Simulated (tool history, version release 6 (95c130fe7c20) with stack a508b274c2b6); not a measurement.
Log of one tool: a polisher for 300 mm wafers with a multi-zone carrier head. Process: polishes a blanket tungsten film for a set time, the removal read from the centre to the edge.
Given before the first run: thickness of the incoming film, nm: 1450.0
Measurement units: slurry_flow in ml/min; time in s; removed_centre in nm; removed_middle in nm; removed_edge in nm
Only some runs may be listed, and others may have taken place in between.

run 1 hour=0 | slurry_flow=295 centre_zone=1 middle_zone=1 edge_zone=1 slurry_solids=1 time=64 | removed_centre=184.87 removed_middle=194.21 removed_edge=188.8
run 2 hour=5 | slurry_flow=295 centre_zone=0.97 middle_zone=1 edge_zone=1 slurry_solids=1 time=64 | removed_centre=179.39 removed_middle=196.69 removed_edge=194.3
run 3 hour=8.9 | slurry_flow=290 centre_zone=0.98 middle_zone=0.98 edge_zone=0.98 slurry_solids=0.9 time=61 | removed_centre=167.54 removed_middle=178.97 removed_edge=178.07
run 4 hour=16.9 | slurry_flow=290 centre_zone=0.99 middle_zone=0.97 edge_zone=0.96 slurry_solids=0.8 time=59 | removed_centre=159.57 removed_middle=166.08 removed_edge=165.8
run 5 hour=23.8 | slurry_flow=340 centre_zone=0.99 middle_zone=0.97 edge_zone=0.96 slurry_solids=0.8 time=59 | removed_centre=162.87 removed_middle=168.49 removed_edge=166.04
run 6 hour=26.6 | slurry_flow=305 centre_zone=0.99 middle_zone=0.97 edge_zone=0.96 slurry_solids=0.8 time=59 | removed_centre=166.89 removed_middle=167.89 removed_edge=165.53
run 7 hour=34.2 | slurry_flow=305 centre_zone=0.98 middle_zone=0.96 edge_zone=0.95 slurry_solids=0.75 time=57 | removed_centre=152.51 removed_middle=159.56 removed_edge=157.59
-- hour=40.7 worn pad replaced by a new one
run 8 hour=40.7 | slurry_flow=305 centre_zone=0.98 middle_zone=0.95 edge_zone=0.93 slurry_solids=0.7 time=56 | removed_centre=158.87 removed_middle=160.83 removed_edge=160.42
run 9 hour=42.6 | slurry_flow=305 centre_zone=1 middle_zone=0.96 edge_zone=0.96 slurry_solids=0.65 time=55 | removed_centre=159.44 removed_middle=158.65 removed_edge=155.48

What will run 10 give?
run 10 hour=45.6 | slurry_flow=305 centre_zone=1 middle_zone=0.95 edge_zone=0.94 slurry_solids=0.65 time=53 | removed_centre=? removed_middle=? removed_edge=?

Run 10 produced removed_centre 147.87 nm, removed_middle 151.9 nm, removed_edge 148.15 nm.
